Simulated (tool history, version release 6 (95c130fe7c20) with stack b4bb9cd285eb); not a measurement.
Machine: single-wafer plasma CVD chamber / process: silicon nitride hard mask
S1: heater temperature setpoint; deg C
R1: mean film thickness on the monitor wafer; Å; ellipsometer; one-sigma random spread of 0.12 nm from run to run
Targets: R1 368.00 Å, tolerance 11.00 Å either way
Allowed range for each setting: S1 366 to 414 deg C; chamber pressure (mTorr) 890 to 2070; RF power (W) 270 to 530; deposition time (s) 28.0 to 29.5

Run 1, hour 0.0: S1 390 deg C, chamber pressure (mTorr) 1480, RF power (W) 400, deposition time (s) 29.5. Result: R1 433.42 Å.
Run 2, hour 7.0: S1 390 deg C, chamber pressure (mTorr) 1570, RF power (W) 400, deposition time (s) 29.5. Result: R1 439.78 Å.
Run 3, hour 10.5: S1 394 deg C, chamber pressure (mTorr) 1570, RF power (W) 400, deposition time (s) 29.5. Result: R1 439.50 Å.
Run 4, hour 18.7: S1 394 deg C, chamber pressure (mTorr) 1480, RF power (W) 380, deposition time (s) 29.3. Result: R1 418.50 Å.
Run 5, hour 23.4: S1 394 deg C, chamber pressure (mTorr) 1480, RF power (W) 380, deposition time (s) 29.5. Result: R1 422.22 Å.
Run 6, hour 29.8: S1 394 deg C, chamber pressure (mTorr) 1420, RF power (W) 365, deposition time (s) 29.2. Result: R1 402.53 Å.
Run 7, hour 32.0: S1 394 deg C, chamber pressure (mTorr) 1360, RF power (W) 355, deposition time (s) 29.1. Result: R1 393.23 Å.
Run 8, hour 37.1: S1 394 deg C, chamber pressure (mTorr) 1320, RF power (W) 350, deposition time (s) 29.0. Result: R1 385.84 Å.

Which one of the following 4 next-run settings gets every result inside its allowed miss? There is exactly one.
Run A, hour 42.2: S1 402 deg C, chamber pressure (mTorr) 1300, RF power (W) 375, deposition time (s) 29.5. Result: R1 ?.
Run B, hour 42.2: S1 384 deg C, chamber pressure (mTorr) 1290, RF power (W) 355, deposition time (s) 28.0. Result: R1 ?.
Run C, hour 42.2: S1 401 deg C, chamber pressure (mTorr) 1880, RF power (W) 320, deposition time (s) 29.5. Result: R1 ?.
Run D, hour 42.2: S1 392 deg C, chamber pressure (mTorr) 1460, RF power (W) 370, deposition time (s) 29.5. Result: R1 ?.

move      R1
   A  401.47
   B  372.43
   C  410.41
   D  413.57
A: lands further from the targets than the last run did
B: in spec on every target
C: lands further from the targets than the last run did
D: lands further from the targets than the last run did
B meets every target.

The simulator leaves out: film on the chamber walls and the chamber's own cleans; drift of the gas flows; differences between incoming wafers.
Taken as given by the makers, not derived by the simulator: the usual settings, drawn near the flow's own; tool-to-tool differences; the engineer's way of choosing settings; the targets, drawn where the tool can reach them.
